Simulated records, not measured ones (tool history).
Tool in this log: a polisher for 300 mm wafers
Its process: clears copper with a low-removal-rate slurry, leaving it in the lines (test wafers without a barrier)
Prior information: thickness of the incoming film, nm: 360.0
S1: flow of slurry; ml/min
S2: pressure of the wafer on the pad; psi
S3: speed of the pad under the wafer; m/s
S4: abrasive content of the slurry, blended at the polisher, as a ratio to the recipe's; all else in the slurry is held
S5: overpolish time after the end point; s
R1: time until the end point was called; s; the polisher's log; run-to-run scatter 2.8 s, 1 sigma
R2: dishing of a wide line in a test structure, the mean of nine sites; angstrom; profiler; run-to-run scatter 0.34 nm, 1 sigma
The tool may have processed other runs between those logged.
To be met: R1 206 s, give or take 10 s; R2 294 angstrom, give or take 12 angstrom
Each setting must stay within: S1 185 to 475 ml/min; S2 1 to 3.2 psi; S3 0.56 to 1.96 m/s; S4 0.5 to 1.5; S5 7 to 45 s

run  hour   S1   S2    S3    S4  S5      R1      R2
  1     0  305  2.1  1.26     1  23  141.39  333.64
  2   3.6  305  2.1   1.5     1  23  114.86  380.64
  3  10.9  305  2.1   1.5   0.9  23  118.76  367.67
  4  17.3  260  2.1   1.5   0.9  23  121.09  363.47
  5  21.2  260  2.1   1.5   0.9  13  121.46  230.65
  6  26.1  275  1.8  1.44     1  18  145.39  260.06
  7  30.3  285  1.6  1.42  1.05  21   158.8  263.25
  8  35.8  290  1.5  1.38   1.1  24  169.29  284.21
  9  40.1  290  1.4  1.36   1.1  26  187.33  281.36
 10  43.9  280  1.4  1.36   1.1  27  183.81  289.12
 11  46.7  275  1.3  1.34   1.1  28  207.41  274.25

Pick the move, out of 4, that brings all results within their allowed miss; only one does.
  A  49.5  240  1.7  1.16  1.05  27   ?   ?
  B  49.5  345  1.2   1.7   0.9  24   ?   ?
  C  49.5  270  1.3  1.42   1.2  24   ?   ?
  D  49.5  330  1.1  1.52  1.15  31   ?   ?

move      R1      R2
   A  191.17  289.55
   B  183.74  265.07
   C   192.4  257.35
   D  208.42  290.12
A: corrects the largest miss of the last run, while another result sits out of spec
B: its largest miss is bigger than the last run's
C: its largest miss is bigger than the last run's
D: every result within its allowed miss
Answer: D
